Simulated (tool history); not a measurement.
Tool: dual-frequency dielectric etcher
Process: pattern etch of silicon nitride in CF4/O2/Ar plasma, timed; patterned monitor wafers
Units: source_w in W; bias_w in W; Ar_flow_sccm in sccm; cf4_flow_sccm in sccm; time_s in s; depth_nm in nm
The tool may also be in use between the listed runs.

run	hour	source_w	bias_w	Ar_flow_sccm	cf4_flow_sccm	time_s	depth_nm
1	0.0	710	67	109	110	283.5	869.76
2	3.3	710	79	109	110	283.5	922.25
3	9.5	640	75	110	110	283.5	819.45
4	15.0	590	74	110	110	283.5	761.69
5	15.8	550	74	110	110	283.5	712.41
6	22.2	520	74	110	110	283.5	679.59
7	22.8	500	74	110	110	283.5	656.06
8	31.2	490	74	110	110	283.5	644.28
9	33.1	480	74	110	110	283.5	629.69

The next listed run, before its measurement:
10	35.5	480	74	110	110	283.5	?

Run 10 gave depth_nm 629.40 nm.

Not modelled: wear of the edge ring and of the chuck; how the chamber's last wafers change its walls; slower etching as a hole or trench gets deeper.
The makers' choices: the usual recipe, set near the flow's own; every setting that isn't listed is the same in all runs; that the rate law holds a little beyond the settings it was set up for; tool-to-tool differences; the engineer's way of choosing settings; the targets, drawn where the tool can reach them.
